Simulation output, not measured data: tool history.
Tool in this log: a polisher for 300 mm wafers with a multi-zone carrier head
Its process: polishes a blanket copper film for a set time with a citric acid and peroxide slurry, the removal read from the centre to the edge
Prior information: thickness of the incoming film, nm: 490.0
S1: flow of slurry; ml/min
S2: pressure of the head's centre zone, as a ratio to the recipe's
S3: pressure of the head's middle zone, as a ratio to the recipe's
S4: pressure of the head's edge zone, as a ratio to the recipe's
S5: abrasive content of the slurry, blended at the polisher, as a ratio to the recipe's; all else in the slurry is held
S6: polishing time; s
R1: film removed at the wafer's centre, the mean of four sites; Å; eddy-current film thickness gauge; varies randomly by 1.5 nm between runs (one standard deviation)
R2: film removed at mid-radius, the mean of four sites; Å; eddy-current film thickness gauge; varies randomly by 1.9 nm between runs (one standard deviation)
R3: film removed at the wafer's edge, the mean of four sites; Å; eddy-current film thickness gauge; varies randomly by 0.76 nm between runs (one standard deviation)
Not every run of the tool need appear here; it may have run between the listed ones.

{"run": 1, "hour": 0.0, "S1": 285, "S2": 1.0, "S3": 1.0, "S4": 1.0, "S5": 1.0, "S6": 41, "R1": 1226.8, "R2": 1172.1, "R3": 1183.1}
{"run": 2, "hour": 1.6, "S1": 285, "S2": 1.0, "S3": 1.0, "S4": 1.0, "S5": 1.1, "S6": 41, "R1": 1257.7, "R2": 1223.3, "R3": 1202.9}
{"run": 3, "hour": 4.2, "S1": 285, "S2": 1.0, "S3": 1.0, "S4": 1.0, "S5": 1.1, "S6": 34, "R1": 1014.2, "R2": 1007.2, "R3": 992.81}
{"run": 4, "hour": 5.3, "S1": 285, "S2": 1.0, "S3": 1.0, "S4": 1.08, "S5": 1.1, "S6": 34, "R1": 1025.5, "R2": 986.82, "R3": 1028.6}
{"run": 5, "hour": 13.4, "S1": 245, "S2": 1.0, "S3": 1.0, "S4": 1.08, "S5": 1.1, "S6": 34, "R1": 1003.0, "R2": 989.85, "R3": 1012.3}
{"run": 6, "hour": 19.5, "S1": 255, "S2": 1.03, "S3": 1.04, "S4": 1.09, "S5": 1.2, "S6": 35, "R1": 1078.1, "R2": 1059.3, "R3": 1083.7}
{"run": 7, "hour": 24.2, "S1": 265, "S2": 1.07, "S3": 1.08, "S4": 1.05, "S5": 1.3, "S6": 36, "R1": 1138.0, "R2": 1140.6, "R3": 1098.1}
{"run": 8, "hour": 31.7, "S1": 280, "S2": 1.1, "S3": 1.11, "S4": 1.04, "S5": 1.35, "S6": 37, "R1": 1239.0, "R2": 1241.4, "R3": 1152.1}
{"run": 9, "hour": 33.0, "S1": 310, "S2": 1.12, "S3": 1.13, "S4": 1.05, "S5": 1.4, "S6": 37, "R1": 1243.9, "R2": 1287.9, "R3": 1167.0}
{"run": 10, "hour": 35.9, "S1": 310, "S2": 1.14, "S3": 1.13, "S4": 1.04, "S5": 1.45, "S6": 38, "R1": 1328.1, "R2": 1298.6, "R3": 1202.8}
{"run": 11, "hour": 43.0, "S1": 315, "S2": 1.15, "S3": 1.15, "S4": 1.04, "S5": 1.45, "S6": 38, "R1": 1364.6, "R2": 1330.8, "R3": 1207.8}
{"run": 12, "hour": 49.5, "S1": 325, "S2": 1.16, "S3": 1.16, "S4": 1.05, "S5": 1.45, "S6": 38, "R1": 1348.0, "R2": 1353.7, "R3": 1210.1}
{"run": 13, "hour": 56.6, "S1": 325, "S2": 1.17, "S3": 1.16, "S4": 1.05, "S5": 1.45, "S6": 38, "R1": 1344.7, "R2": 1375.6, "R3": 1214.0}
{"hour": 64.0, "done": "edge zone pressure recalibrated"}
{"run": 14, "hour": 64.0, "S1": 325, "S2": 1.18, "S3": 1.16, "S4": 1.05, "S5": 1.45, "S6": 38, "R1": 1349.7, "R2": 1334.5, "R3": 1252.0}
{"run": 15, "hour": 70.5, "S1": 330, "S2": 1.18, "S3": 1.17, "S4": 1.04, "S5": 1.45, "S6": 38, "R1": 1383.7, "R2": 1336.8, "R3": 1254.6}

What does the tool deliver on the next run?
{"run": 16, "hour": 74.6, "S1": 325, "S2": 1.17, "S3": 1.18, "S4": 1.03, "S5": 1.45, "S6": 38, "R1": "?", "R2": "?", "R3": "?"}

Run 16 gave R1 1337.5 Å, R2 1386.30 Å, R3 1253.80 Å.
